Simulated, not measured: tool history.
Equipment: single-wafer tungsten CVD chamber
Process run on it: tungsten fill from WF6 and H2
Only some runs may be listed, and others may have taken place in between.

run  hour  heater temperature setpoint (°C)  chamber pressure (mTorr)  deposition time (s)  mean film thickness on the monitor wafer (nm)
  1     0                               390                     39800                 26.9                                         68.924
  2   6.1                               390                     45600                 26.9                                         72.198
  3     7                               385                     45300                 26.9                                         66.588
  4  10.3                               377                     45300                 26.9                                         57.286
  5  12.3                               375                     45200                 26.9                                         55.976
  6  17.1                               379                     45200                 26.9                                          59.95
  7  23.9                               379                     45200                 26.9                                         59.768
     28.8  -- capacitance manometer re-zeroed and calibrated
  8  28.8                               376                     44800                 26.9                                          56.97

Run 9 has not been measured yet. What should we expect?
  9  33.8                               374                     44200                 26.9                                              ?

mean film thickness on the monitor wafer (nm): 55.023
